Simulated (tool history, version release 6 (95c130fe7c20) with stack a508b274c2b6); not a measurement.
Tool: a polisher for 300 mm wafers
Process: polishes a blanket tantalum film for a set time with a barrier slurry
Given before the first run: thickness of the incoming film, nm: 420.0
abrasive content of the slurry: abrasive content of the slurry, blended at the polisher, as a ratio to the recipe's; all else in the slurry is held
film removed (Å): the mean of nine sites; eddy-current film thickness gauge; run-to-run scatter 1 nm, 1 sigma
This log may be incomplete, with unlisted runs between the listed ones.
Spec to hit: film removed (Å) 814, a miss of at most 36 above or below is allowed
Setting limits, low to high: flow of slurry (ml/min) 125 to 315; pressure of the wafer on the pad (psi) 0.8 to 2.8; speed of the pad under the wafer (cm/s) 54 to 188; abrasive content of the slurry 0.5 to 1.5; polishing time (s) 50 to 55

run,hour,flow of slurry (ml/min),pressure of the wafer on the pad (psi),speed of the pad under the wafer (cm/s),abrasive content of the slurry,polishing time (s),film removed (Å)
1,0,205,1.8,120,1,55,1134.7
2,3.4,205,1.6,120,1,55,1018.4
3,6.8,205,1.6,132,1,55,1065.3
4,10.4,205,1.6,132,1,55,1078.4
5,11.6,205,1.6,154,1,55,1204.7
6,12.8,205,1.6,154,1,55,1205.6
7,15,205,1.4,152,1,55,1068.3
8,23,205,1.3,150,1,55,982.48
9,29.4,205,1.2,150,1,55,920.34
10,30.2,205,1,148,1,55,728.17

Next run, 5 choices. One meets every target within its allowed miss, the rest don't. Which?
A,31,180,0.9,160,1,52,?
B,31,155,0.8,160,1,55,?
C,31,220,1.1,156,1,52,?
D,31,240,1,152,0.9,50,?
E,31,140,0.8,158,1.05,55,?

move,film removed (Å)
A,654.72
B,603.56
C,799.29
D,669.53
E,594.52
A: misses by more than the last run did
B: misses by more than the last run did
C: every result within its allowed miss
D: misses by more than the last run did
E: misses by more than the last run did
C is the move that brings every result within its allowed miss.

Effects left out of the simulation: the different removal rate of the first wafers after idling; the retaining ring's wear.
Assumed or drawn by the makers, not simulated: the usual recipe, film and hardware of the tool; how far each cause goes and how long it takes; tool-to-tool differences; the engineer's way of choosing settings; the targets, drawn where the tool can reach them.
